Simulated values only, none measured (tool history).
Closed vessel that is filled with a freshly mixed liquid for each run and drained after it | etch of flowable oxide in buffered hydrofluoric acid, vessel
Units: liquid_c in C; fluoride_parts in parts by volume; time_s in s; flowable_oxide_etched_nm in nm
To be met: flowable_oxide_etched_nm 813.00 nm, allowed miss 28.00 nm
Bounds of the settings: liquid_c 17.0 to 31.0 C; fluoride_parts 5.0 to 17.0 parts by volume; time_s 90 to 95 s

run 1 hour=0.0 | liquid_c=23.0 fluoride_parts=10.5 time_s=90 | flowable_oxide_etched_nm=396.43
run 2 hour=3.5 | liquid_c=20.5 fluoride_parts=10.5 time_s=90 | flowable_oxide_etched_nm=351.23
run 3 hour=10.3 | liquid_c=20.5 fluoride_parts=9.0 time_s=90 | flowable_oxide_etched_nm=388.29
run 4 hour=11.3 | liquid_c=22.0 fluoride_parts=8.5 time_s=90 | flowable_oxide_etched_nm=450.39
run 5 hour=19.1 | liquid_c=23.0 fluoride_parts=8.5 time_s=90 | flowable_oxide_etched_nm=480.23
run 6 hour=28.1 | liquid_c=24.0 fluoride_parts=8.5 time_s=90 | flowable_oxide_etched_nm=503.13
run 7 hour=34.3 | liquid_c=24.0 fluoride_parts=8.5 time_s=90 | flowable_oxide_etched_nm=506.80
run 8 hour=37.5 | liquid_c=28.0 fluoride_parts=7.0 time_s=90 | flowable_oxide_etched_nm=761.63

4 next moves are on the table. One of them brings every result within its allowed miss. Which?
run A hour=40.7 | liquid_c=28.0 fluoride_parts=7.0 time_s=95 | flowable_oxide_etched_nm=?
run B hour=40.7 | liquid_c=26.5 fluoride_parts=6.5 time_s=90 | flowable_oxide_etched_nm=?
run C hour=40.7 | liquid_c=30.5 fluoride_parts=8.0 time_s=90 | flowable_oxide_etched_nm=?
run D hour=40.7 | liquid_c=27.0 fluoride_parts=7.5 time_s=95 | flowable_oxide_etched_nm=?

move=A flowable_oxide_etched_nm=812.54
move=B flowable_oxide_etched_nm=757.80
move=C flowable_oxide_etched_nm=760.19
move=D flowable_oxide_etched_nm=715.19
A: meets every target
B: further off than the last run
C: as far off as the last run
D: further off than the last run
The right move is A.

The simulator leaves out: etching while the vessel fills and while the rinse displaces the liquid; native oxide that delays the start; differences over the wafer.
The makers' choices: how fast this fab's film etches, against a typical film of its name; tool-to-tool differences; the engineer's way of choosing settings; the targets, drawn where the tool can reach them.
